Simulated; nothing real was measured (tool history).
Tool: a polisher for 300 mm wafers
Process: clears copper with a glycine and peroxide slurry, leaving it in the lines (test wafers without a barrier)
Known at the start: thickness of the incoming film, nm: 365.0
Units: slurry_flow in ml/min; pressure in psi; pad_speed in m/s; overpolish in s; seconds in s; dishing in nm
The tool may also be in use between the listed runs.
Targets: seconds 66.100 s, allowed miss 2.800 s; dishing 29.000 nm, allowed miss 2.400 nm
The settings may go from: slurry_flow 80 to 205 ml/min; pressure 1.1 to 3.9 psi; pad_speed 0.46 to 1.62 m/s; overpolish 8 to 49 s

run,hour,slurry_flow,pressure,pad_speed,overpolish,seconds,dishing
1,0.0,135,2.5,1.04,25,73.132,61.072
2,8.1,125,2.4,1.12,23,73.976,57.583
3,12.7,125,2.4,1.12,18,72.353,50.988
4,17.8,125,2.4,1.22,18,69.583,51.735
5,21.8,130,2.3,1.28,17,67.492,50.043
6,28.3,140,2.1,1.32,16,70.489,46.079
7,29.1,175,1.4,1.60,8,79.519,23.998
8,31.9,175,1.5,1.60,8,72.618,26.100
9,32.8,180,1.7,1.60,10,70.289,32.752
10,37.7,175,1.7,1.60,10,68.409,33.197
11,46.0,165,1.7,1.60,10,70.186,33.418
12,50.1,170,1.7,1.60,10,69.349,32.484
13,57.1,175,1.7,1.60,10,69.890,32.363
14,61.0,180,1.7,1.60,10,67.254,32.436
15,67.1,185,1.7,1.60,10,68.170,32.697
16,70.2,190,1.7,1.60,10,67.627,32.994

5 next moves are on the table. One of them brings every result within its allowed miss. Which?
A,73.3,205,1.6,1.48,14,?,?
B,73.3,205,1.7,1.62,12,?,?
C,73.3,190,1.8,1.62,8,?,?
D,73.3,180,1.6,1.58,13,?,?
E,73.3,195,1.6,1.62,13,?,?

move,seconds,dishing
A,73.339,39.684
B,66.869,37.885
C,65.156,28.179
D,71.837,38.076
E,69.924,38.811
A: further off than the last run
B: further off than the last run
C: meets every target
D: further off than the last run
E: further off than the last run
Answer: C
